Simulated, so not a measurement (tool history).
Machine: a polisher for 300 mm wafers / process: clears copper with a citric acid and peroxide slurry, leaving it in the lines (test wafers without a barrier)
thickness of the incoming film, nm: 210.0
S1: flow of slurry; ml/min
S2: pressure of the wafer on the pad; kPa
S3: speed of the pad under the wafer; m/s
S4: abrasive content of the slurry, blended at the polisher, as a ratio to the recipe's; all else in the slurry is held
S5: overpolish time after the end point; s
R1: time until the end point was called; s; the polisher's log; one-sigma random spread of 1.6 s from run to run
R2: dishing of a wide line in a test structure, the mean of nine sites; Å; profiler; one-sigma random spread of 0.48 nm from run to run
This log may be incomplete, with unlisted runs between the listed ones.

{"run": 1, "day": 0.0, "S1": 165, "S2": 13.8, "S3": 1.42, "S4": 1, "S5": 14, "R1": 107.78, "R2": 216.07}
{"run": 2, "day": 0.217, "S1": 145, "S2": 13.8, "S3": 1.42, "S4": 1, "S5": 14, "R1": 110.05, "R2": 211.13}
{"run": 3, "day": 0.358, "S1": 145, "S2": 13.8, "S3": 1.42, "S4": 1.1, "S5": 14, "R1": 107.64, "R2": 225.6}
{"run": 4, "day": 0.383, "S1": 145, "S2": 13.8, "S3": 1.42, "S4": 1.1, "S5": 8, "R1": 107.58, "R2": 134.39}
{"run": 5, "day": 0.542, "S1": 105, "S2": 13.8, "S3": 1.42, "S4": 1.1, "S5": 8, "R1": 110.15, "R2": 122.34}
{"run": 6, "day": 0.583, "S1": 105, "S2": 13.8, "S3": 1.42, "S4": 1.1, "S5": 6, "R1": 110.73, "R2": 102.92}
{"run": 7, "day": 0.667, "S1": 110, "S2": 13.1, "S3": 1.42, "S4": 1.1, "S5": 8, "R1": 117.35, "R2": 129.1}

Run 8 is up next; what results do you expect?
{"run": 8, "day": 1.008, "S1": 110, "S2": 12.4, "S3": 1.44, "S4": 1.1, "S5": 9, "R1": "?", "R2": "?"}

R1: 117.55 s
R2: 135.91 Å
